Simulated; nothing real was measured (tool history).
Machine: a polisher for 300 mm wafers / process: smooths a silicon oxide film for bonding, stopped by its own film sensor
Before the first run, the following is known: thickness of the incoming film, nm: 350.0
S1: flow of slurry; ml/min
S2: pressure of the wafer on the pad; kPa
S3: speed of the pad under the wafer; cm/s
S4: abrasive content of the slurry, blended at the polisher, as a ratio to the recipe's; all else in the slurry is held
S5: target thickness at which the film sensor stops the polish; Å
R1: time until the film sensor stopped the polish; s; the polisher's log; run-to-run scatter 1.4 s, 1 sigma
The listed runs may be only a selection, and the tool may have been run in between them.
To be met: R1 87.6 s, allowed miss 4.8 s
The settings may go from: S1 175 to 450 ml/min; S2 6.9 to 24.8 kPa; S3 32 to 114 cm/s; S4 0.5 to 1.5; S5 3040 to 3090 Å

run  hour   S1    S2  S3    S4    S5      R1
  1     0  290  15.9  72     1  3040   62.05
  2   6.4  290  14.5  72     1  3040  66.897
  3   7.6  290  13.8  72     1  3040  72.936
  4  16.2  290  13.8  72  0.85  3040  79.292
  5  18.5  290  13.1  72  0.85  3040  82.242
  6  23.7  290  13.1  72  1.05  3040  72.364
  7  25.3  290  12.4  72  1.05  3040  79.253
  8  32.6  290  11.7  72  1.05  3040  81.724

Next run, 4 choices. One meets every target within its allowed miss, the rest don't. Which?
  A  39.9  295    11  76  1.15  3060   ?
  B  39.9  310  12.4  74  1.05  3050   ?
  C  39.9  270  13.1  54     1  3050   ?
  D  39.9  315  11.7  74  1.05  3080   ?

move      R1
   A  77.948
   B  75.425
   C  88.957
   D  74.281
A: the biggest miss grows against the last run
B: the biggest miss grows against the last run
C: meets every target
D: the biggest miss grows against the last run
So the answer is move C, the one that meets all the targets.
